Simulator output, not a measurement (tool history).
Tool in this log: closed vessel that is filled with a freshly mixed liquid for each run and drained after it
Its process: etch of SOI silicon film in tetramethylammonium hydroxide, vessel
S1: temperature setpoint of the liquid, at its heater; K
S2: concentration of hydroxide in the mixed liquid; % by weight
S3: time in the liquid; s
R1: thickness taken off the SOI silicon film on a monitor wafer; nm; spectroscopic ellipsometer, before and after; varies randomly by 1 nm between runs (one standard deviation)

run    day      S1  S2  S3      R1
  1  0.000  338.15  18  35  144.50
  2  0.317  337.15  18  35  138.13
  3  0.517  336.15  18  35  127.60
  4  0.696  335.65  18  35  124.08
  5  1.042  337.65  18  35  140.85
  6  1.208  343.15  18  35  195.09

Predict the results of run 7:
  7  1.279  341.15  18  35   ?

{"run 7": {"R1": 173.16}}

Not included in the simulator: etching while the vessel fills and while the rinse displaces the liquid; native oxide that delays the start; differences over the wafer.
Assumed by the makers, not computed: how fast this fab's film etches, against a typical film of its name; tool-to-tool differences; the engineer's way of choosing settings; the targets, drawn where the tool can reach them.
